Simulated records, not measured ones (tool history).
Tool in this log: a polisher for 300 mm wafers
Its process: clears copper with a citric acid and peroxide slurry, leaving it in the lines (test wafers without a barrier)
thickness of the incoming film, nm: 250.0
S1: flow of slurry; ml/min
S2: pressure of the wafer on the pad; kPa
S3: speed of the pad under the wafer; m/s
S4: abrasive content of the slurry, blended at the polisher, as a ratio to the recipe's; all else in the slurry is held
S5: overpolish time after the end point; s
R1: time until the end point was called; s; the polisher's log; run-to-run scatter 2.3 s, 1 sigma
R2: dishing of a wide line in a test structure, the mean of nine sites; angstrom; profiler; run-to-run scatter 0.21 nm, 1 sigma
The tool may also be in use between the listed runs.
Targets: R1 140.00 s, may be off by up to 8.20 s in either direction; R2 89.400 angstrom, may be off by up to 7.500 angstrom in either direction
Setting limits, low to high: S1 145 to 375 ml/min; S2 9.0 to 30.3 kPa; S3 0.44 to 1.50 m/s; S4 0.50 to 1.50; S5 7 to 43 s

{"run": 1, "hour": 0.0, "S1": 240, "S2": 19.3, "S3": 0.96, "S4": 1.0, "S5": 22, "R1": 138.0, "R2": 258.14}
{"run": 2, "hour": 4.7, "S1": 240, "S2": 18.6, "S3": 0.98, "S4": 1.0, "S5": 19, "R1": 135.94, "R2": 226.97}
{"run": 3, "hour": 10.9, "S1": 235, "S2": 16.5, "S3": 1.04, "S4": 0.95, "S5": 17, "R1": 143.95, "R2": 198.58}
{"run": 4, "hour": 18.3, "S1": 225, "S2": 15.2, "S3": 1.12, "S4": 0.85, "S5": 15, "R1": 150.68, "R2": 165.32}
{"run": 5, "hour": 21.4, "S1": 210, "S2": 14.5, "S3": 1.2, "S4": 0.8, "S5": 14, "R1": 146.07, "R2": 159.93}
{"run": 6, "hour": 22.1, "S1": 200, "S2": 13.8, "S3": 1.26, "S4": 0.75, "S5": 13, "R1": 148.15, "R2": 151.77}
{"run": 7, "hour": 30.5, "S1": 215, "S2": 13.1, "S3": 1.3, "S4": 0.7, "S5": 12, "R1": 153.05, "R2": 136.86}
{"run": 8, "hour": 32.6, "S1": 245, "S2": 13.1, "S3": 1.34, "S4": 0.65, "S5": 11, "R1": 150.19, "R2": 126.9}
{"run": 9, "hour": 40.1, "S1": 270, "S2": 13.1, "S3": 1.36, "S4": 0.6, "S5": 10, "R1": 145.97, "R2": 118.11}
{"run": 10, "hour": 47.0, "S1": 270, "S2": 13.1, "S3": 1.36, "S4": 0.6, "S5": 10, "R1": 148.02, "R2": 119.35}
{"run": 11, "hour": 49.3, "S1": 290, "S2": 13.1, "S3": 1.38, "S4": 0.6, "S5": 9, "R1": 142.47, "R2": 111.86}
{"run": 12, "hour": 54.2, "S1": 305, "S2": 13.1, "S3": 1.4, "S4": 0.6, "S5": 9, "R1": 140.44, "R2": 105.94}
{"run": 13, "hour": 58.7, "S1": 310, "S2": 13.1, "S3": 1.4, "S4": 0.6, "S5": 9, "R1": 138.92, "R2": 113.82}
{"run": 14, "hour": 65.4, "S1": 320, "S2": 12.4, "S3": 1.42, "S4": 0.6, "S5": 9, "R1": 146.74, "R2": 109.21}

Consider the 5 candidate settings below. Which is the only one whose results all fall within their allowed miss of target?
{"run": "A", "hour": 72.1, "S1": 280, "S2": 15.2, "S3": 1.24, "S4": 0.65, "S5": 7, "R1": "?", "R2": "?"}
{"run": "B", "hour": 72.1, "S1": 290, "S2": 13.1, "S3": 1.4, "S4": 0.5, "S5": 11, "R1": "?", "R2": "?"}
{"run": "C", "hour": 72.1, "S1": 330, "S2": 10.3, "S3": 1.46, "S4": 0.65, "S5": 10, "R1": "?", "R2": "?"}
{"run": "D", "hour": 72.1, "S1": 165, "S2": 9.7, "S3": 1.44, "S4": 0.95, "S5": 11, "R1": "?", "R2": "?"}
{"run": "E", "hour": 72.1, "S1": 375, "S2": 11.7, "S3": 1.24, "S4": 0.7, "S5": 7, "R1": "?", "R2": "?"}

move=A R1=135.64 R2=89.055
move=B R1=142.81 R2=128.810
move=C R1=157.40 R2=107.600
move=D R1=165.81 R2=111.870
move=E R1=162.74 R2=74.810
A: meets every target
B: lands further from the targets than the last run did
C: an improvement on the last run, though not all results are within tolerance
D: lands further from the targets than the last run did
E: takes the biggest miss from the last run beyond its target
Move A is the one to make.
